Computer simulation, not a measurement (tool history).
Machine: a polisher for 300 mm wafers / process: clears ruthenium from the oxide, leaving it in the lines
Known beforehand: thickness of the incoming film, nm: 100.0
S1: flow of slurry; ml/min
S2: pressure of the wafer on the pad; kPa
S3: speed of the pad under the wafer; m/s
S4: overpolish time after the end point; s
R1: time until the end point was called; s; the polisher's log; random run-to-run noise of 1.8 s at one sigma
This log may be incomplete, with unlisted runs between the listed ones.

run 1 day=0 | S1=125 S2=17.2 S3=0.78 S4=8 | R1=107.5
run 2 day=0.15 | S1=120 S2=15.2 S3=0.78 S4=8 | R1=122.77
run 3 day=0.462 | S1=115 S2=13.8 S3=0.78 S4=8 | R1=135.48
run 4 day=0.558 | S1=85 S2=13.8 S3=0.78 S4=8 | R1=142.66
run 5 day=0.929 | S1=85 S2=9.7 S3=0.78 S4=8 | R1=204.2
run 6 day=1.275 | S1=85 S2=7.6 S3=0.78 S4=8 | R1=257.02

Estimate the outcome of run 7 from the log above:
run 7 day=1.508 | S1=90 S2=9 S3=0.78 S4=8 | R1=?

{"run 7": {"R1": 215.53}}

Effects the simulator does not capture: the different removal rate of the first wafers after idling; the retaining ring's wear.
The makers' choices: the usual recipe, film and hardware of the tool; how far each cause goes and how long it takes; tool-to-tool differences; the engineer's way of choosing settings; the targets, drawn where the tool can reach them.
